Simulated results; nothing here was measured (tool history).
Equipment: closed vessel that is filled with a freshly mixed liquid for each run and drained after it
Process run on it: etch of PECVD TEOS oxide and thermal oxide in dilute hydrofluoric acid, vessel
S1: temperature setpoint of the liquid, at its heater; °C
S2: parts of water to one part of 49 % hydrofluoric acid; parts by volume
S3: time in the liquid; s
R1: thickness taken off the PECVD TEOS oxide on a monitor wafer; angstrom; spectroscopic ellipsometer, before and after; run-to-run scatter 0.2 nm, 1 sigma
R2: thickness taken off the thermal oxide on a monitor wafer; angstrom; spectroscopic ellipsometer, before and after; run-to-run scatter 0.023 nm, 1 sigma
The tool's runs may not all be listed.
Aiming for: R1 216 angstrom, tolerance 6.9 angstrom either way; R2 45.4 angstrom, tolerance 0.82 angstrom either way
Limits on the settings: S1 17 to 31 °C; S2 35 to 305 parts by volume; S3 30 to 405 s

{"run": 1, "hour": 0.0, "S1": 23, "S2": 170, "S3": 205, "R1": 243.08, "R2": 51.254}
{"run": 2, "hour": 8.2, "S1": 23, "S2": 220, "S3": 205, "R1": 177.81, "R2": 37.833}
{"run": 3, "hour": 16.5, "S1": 25, "S2": 220, "S3": 205, "R1": 188.96, "R2": 40.407}
{"run": 4, "hour": 18.6, "S1": 21.5, "S2": 220, "S3": 205, "R1": 171.57, "R2": 35.821}
{"run": 5, "hour": 22.2, "S1": 21.5, "S2": 255, "S3": 205, "R1": 139.93, "R2": 29.704}
{"run": 6, "hour": 28.9, "S1": 23, "S2": 250, "S3": 205, "R1": 154.43, "R2": 31.789}
{"run": 7, "hour": 32.8, "S1": 24.5, "S2": 245, "S3": 205, "R1": 162.69, "R2": 35.177}
{"run": 8, "hour": 37.1, "S1": 23.5, "S2": 200, "S3": 210, "R1": 210.13, "R2": 44.141}

4 next moves are on the table. One of them brings every result within its allowed miss. Which?
{"run": "A", "hour": 41.4, "S1": 18.5, "S2": 170, "S3": 200, "R1": "?", "R2": "?"}
{"run": "B", "hour": 41.4, "S1": 30.5, "S2": 260, "S3": 220, "R1": "?", "R2": "?"}
{"run": "C", "hour": 41.4, "S1": 25, "S2": 270, "S3": 300, "R1": "?", "R2": "?"}
{"run": "D", "hour": 41.4, "S1": 25, "S2": 180, "S3": 170, "R1": "?", "R2": "?"}

move=A R1=200.67 R2=42.023
move=B R1=202.88 R2=42.486
move=C R1=218.71 R2=45.799
move=D R1=204.72 R2=42.87
A: its largest miss is bigger than the last run's
B: its largest miss is bigger than the last run's
C: each result inside its tolerance
D: its largest miss is bigger than the last run's
So the answer is move C, the one that meets all the targets.

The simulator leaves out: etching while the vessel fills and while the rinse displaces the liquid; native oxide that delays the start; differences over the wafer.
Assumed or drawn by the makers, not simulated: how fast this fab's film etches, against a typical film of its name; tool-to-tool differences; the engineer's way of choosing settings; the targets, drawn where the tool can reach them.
